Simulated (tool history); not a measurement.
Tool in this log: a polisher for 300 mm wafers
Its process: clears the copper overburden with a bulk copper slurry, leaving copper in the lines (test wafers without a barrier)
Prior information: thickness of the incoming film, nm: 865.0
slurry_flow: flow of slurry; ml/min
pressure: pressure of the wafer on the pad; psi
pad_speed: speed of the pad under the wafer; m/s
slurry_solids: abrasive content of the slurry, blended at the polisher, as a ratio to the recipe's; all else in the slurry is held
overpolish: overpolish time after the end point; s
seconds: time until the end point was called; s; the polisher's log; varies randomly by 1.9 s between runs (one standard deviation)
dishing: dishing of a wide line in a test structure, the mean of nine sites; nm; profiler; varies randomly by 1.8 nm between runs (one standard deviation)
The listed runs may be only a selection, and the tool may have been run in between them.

run,hour,slurry_flow,pressure,pad_speed,slurry_solids,overpolish,seconds,dishing
1,0.0,290,3.4,0.96,1.00,28,105.490,102.79
2,1.6,290,3.7,0.96,1.00,28,97.233,108.50
3,7.3,290,3.7,0.96,1.00,35,95.834,120.86
4,9.0,290,3.7,0.84,1.00,35,113.450,111.03
5,11.8,290,3.7,0.84,1.15,35,107.520,116.16
6,13.7,335,3.7,0.84,1.15,35,105.040,118.21

The next listed run, before its measurement:
7,18.3,335,3.5,0.84,1.15,35,?,?

Run 7 gave seconds 113.310 s, dishing 109.30 nm.
